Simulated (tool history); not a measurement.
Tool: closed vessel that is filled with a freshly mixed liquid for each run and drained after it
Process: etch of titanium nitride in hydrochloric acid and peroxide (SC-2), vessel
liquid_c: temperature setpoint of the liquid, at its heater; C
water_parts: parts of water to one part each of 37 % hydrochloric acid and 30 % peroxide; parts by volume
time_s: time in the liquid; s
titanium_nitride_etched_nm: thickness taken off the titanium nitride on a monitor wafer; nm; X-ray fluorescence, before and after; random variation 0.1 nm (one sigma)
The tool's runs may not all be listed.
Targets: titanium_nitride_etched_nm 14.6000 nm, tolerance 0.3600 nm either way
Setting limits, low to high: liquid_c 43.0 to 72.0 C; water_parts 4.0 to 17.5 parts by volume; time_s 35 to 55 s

run	hour	liquid_c	water_parts	time_s	titanium_nitride_etched_nm
1	0.0	59.0	9.5	55	3.7412
2	9.3	52.0	9.5	55	2.3795
3	14.3	56.5	8.0	55	3.6913
4	20.7	60.0	7.0	55	5.0915
5	25.3	63.0	6.5	55	6.5153
6	31.1	63.0	10.0	55	4.6403
7	35.5	71.0	6.0	55	11.2660
8	42.8	71.0	5.5	55	12.0710
9	50.3	71.0	5.0	55	13.0610

Which one of the following 4 next-run settings gets every result inside its allowed miss? There is exactly one.
A	57.8	71.5	4.0	55	?
B	57.8	72.0	5.0	55	?
C	57.8	70.5	4.0	55	?
D	57.8	70.5	4.5	55	?

move	titanium_nitride_etched_nm
A	15.3880
B	13.5070
C	14.5090
D	13.3540
A: takes the biggest miss from the last run beyond its target
B: better than the last run, though not everything is in spec
C: every result lands within tolerance
D: better than the last run, though not everything is in spec
The right move is C.
